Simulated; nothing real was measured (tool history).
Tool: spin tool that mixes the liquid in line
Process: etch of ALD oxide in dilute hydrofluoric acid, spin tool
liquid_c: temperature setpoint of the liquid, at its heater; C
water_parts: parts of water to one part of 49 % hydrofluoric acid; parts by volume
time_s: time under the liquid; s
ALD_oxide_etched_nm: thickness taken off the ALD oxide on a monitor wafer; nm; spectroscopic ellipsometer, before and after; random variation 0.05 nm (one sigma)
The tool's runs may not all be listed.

run 1 day=0.000 | liquid_c=25.0 water_parts=235 time_s=270 | ALD_oxide_etched_nm=10.215
run 2 day=0.283 | liquid_c=25.0 water_parts=170 time_s=270 | ALD_oxide_etched_nm=15.335
run 3 day=0.525 | liquid_c=23.5 water_parts=170 time_s=270 | ALD_oxide_etched_nm=14.525
run 4 day=0.804 | liquid_c=22.5 water_parts=170 time_s=270 | ALD_oxide_etched_nm=13.924
run 5 day=0.858 | liquid_c=22.5 water_parts=170 time_s=270 | ALD_oxide_etched_nm=13.930
run 6 day=0.917 | liquid_c=22.5 water_parts=135 time_s=270 | ALD_oxide_etched_nm=18.195
run 7 day=1.233 | liquid_c=18.5 water_parts=175 time_s=270 | ALD_oxide_etched_nm=11.531

Forecast run 8:
run 8 day=1.512 | liquid_c=19.0 water_parts=175 time_s=270 | ALD_oxide_etched_nm=?

{"run 8": {"ALD_oxide_etched_nm": 11.625}}

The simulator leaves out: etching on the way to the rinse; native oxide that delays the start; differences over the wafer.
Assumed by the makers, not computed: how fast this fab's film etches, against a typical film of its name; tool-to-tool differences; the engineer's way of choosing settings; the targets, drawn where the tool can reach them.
